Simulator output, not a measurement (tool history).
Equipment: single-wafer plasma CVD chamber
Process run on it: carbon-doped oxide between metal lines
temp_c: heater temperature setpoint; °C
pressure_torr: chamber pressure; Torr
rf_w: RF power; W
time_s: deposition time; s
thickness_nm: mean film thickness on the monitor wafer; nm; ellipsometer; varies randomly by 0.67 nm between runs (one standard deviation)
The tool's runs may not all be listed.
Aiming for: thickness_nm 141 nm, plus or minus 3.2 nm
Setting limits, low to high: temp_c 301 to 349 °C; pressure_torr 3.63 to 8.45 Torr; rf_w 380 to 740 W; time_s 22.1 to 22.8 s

Run 1, hour 0: temp_c 325 °C, pressure_torr 6.04 Torr, rf_w 560 W, time_s 22.1 s. Result: thickness_nm 125.55 nm.
Run 2, hour 8.5: temp_c 323 °C, pressure_torr 6.15 Torr, rf_w 570 W, time_s 22.1 s. Result: thickness_nm 128.84 nm.
Run 3, hour 15: temp_c 323 °C, pressure_torr 6.15 Torr, rf_w 610 W, time_s 22.1 s. Result: thickness_nm 132.63 nm.
Run 4, hour 23.7: temp_c 323 °C, pressure_torr 6.15 Torr, rf_w 610 W, time_s 22.1 s. Result: thickness_nm 133.37 nm.
Run 5, hour 26.1: temp_c 328 °C, pressure_torr 6.15 Torr, rf_w 610 W, time_s 22.1 s. Result: thickness_nm 131.71 nm.
Run 6, hour 29: temp_c 328 °C, pressure_torr 6.15 Torr, rf_w 550 W, time_s 22.1 s. Result: thickness_nm 123.48 nm.
Run 7, hour 30: temp_c 328 °C, pressure_torr 6.15 Torr, rf_w 550 W, time_s 22.1 s. Result: thickness_nm 123.58 nm.
Run 8, hour 30.6: temp_c 326 °C, pressure_torr 6.29 Torr, rf_w 560 W, time_s 22.1 s. Result: thickness_nm 125.7 nm.

Exactly one of the 4 candidate moves below puts every result within its allowed miss. Which one?
Run A, hour 31.2: temp_c 327 °C, pressure_torr 6.94 Torr, rf_w 390 W, time_s 22.1 s. Result: thickness_nm ?.
Run B, hour 31.2: temp_c 328 °C, pressure_torr 6.13 Torr, rf_w 585 W, time_s 22.8 s. Result: thickness_nm ?.
Run C, hour 31.2: temp_c 326 °C, pressure_torr 7.1 Torr, rf_w 635 W, time_s 22.1 s. Result: thickness_nm ?.
Run D, hour 31.2: temp_c 324 °C, pressure_torr 6.61 Torr, rf_w 630 W, time_s 22.8 s. Result: thickness_nm ?.

move  thickness_nm
   A        102.52
   B        131.64
   C        136.02
   D        139.94
A: the biggest miss grows against the last run
B: nearer than the last run, and not there yet
C: nearer than the last run, and not there yet
D: every result within its allowed miss
Correct choice: D, which meets every target
